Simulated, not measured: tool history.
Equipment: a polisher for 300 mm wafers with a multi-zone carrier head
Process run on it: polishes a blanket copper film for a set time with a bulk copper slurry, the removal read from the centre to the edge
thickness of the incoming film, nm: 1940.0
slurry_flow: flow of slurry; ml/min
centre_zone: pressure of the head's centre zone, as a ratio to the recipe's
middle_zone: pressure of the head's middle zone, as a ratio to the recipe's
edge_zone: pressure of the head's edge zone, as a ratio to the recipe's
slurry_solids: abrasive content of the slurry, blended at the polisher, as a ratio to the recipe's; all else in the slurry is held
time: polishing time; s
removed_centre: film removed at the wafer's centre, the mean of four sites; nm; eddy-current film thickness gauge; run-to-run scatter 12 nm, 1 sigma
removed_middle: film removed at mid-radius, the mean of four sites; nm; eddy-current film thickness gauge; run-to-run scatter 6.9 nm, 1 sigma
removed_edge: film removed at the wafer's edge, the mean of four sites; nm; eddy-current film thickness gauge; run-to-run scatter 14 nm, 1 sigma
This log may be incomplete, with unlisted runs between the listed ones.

run  hour  slurry_flow  centre_zone  middle_zone  edge_zone  slurry_solids  time  removed_centre  removed_middle  removed_edge
  1     0          300            1            1          1              1    80          728.69          716.03        731.77
  2   6.1          300         0.96            1          1              1    80          694.36          716.65        713.39
  3  13.5          300         0.96            1       0.95              1    80          695.88          707.85        710.68
  4  16.1          300         0.96         0.97       0.95              1    80          706.13          703.29        705.49
  5  18.4          295         0.98         0.98       0.98            1.1    83          740.98          748.49        758.17
  6  22.7          295            1         0.98          1           1.15    85          774.42          768.21         777.9

Forecast run 7:
  7  29.5          295            1         0.98          1           1.15    85               ?               ?             ?

{"run 7": {"removed_centre": 800.57, "removed_middle": 761.71, "removed_edge": 795.91}}
